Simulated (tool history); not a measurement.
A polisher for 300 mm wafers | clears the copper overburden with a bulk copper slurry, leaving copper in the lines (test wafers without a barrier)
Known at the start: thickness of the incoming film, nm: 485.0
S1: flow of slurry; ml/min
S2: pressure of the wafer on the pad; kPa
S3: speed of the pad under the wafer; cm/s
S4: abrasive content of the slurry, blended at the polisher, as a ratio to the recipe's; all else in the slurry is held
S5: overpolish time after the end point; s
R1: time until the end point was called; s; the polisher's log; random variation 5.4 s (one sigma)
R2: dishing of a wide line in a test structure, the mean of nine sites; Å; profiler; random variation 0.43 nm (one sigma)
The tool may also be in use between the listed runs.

run  hour   S1    S2  S3    S4  S5      R1      R2
  1     0  150  15.2  92     1  29  102.45  703.22
  2   0.9  125  15.2  92     1  29  105.48  695.17
  3   8.5  120  13.8  82  0.95  25  132.93  574.25
  4    16  120  13.8  82  0.95  15  132.69  413.78
  5  24.3  120  13.8  82  1.05  15  131.87  426.95
  6  30.2  120  12.4  74     1  14  159.86  340.13
  7  32.2  115    11  68     1  15  198.67  305.84
  8  35.1  115  10.3  66     1  16  216.93  297.37
  9  35.9  115   9.7  64     1  16  234.27  272.76

Run 10 comes next. What will it give?
 10  44.8  115   9  62   1  17   ?   ?

Run 10 gave R1 259.46 s, R2 261.28 Å.
